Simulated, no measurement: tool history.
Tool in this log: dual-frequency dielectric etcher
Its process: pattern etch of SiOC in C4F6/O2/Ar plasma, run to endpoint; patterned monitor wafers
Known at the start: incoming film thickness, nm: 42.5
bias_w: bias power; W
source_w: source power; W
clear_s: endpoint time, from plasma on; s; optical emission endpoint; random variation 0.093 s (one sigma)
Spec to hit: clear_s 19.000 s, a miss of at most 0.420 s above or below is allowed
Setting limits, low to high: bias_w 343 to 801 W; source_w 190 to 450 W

run	hour	bias_w	source_w	clear_s
1	0.0	572	320	16.249
2	8.8	572	380	15.308
3	17.8	531	370	15.804
4	24.5	531	350	15.965
5	30.4	437	350	16.742
6	35.6	437	400	15.929
7	36.9	419	370	16.417
8	45.7	404	350	16.979
9	48.8	392	330	17.446
10	54.6	382	320	17.829
11	62.8	374	310	18.163
12	68.4	368	310	18.292
13	73.1	368	310	18.120
14	75.7	363	300	18.367
15	76.4	359	300	18.572
16	85.0	356	300	18.558
17	92.9	353	300	18.506
18	97.5	351	300	18.494

Of the 5 settings listed for the next run, only one would bring every result within its allowed miss of target. Which one?
A	102.1	343	290	?
B	102.1	393	320	?
C	102.1	379	320	?
D	102.1	422	290	?
E	102.1	351	350	?

move	clear_s
A	19.043
B	17.827
C	17.955
D	18.284
E	17.574
A: every result within its allowed miss
B: misses by more than the last run did
C: misses by more than the last run did
D: misses by more than the last run did
E: misses by more than the last run did
A meets every target.
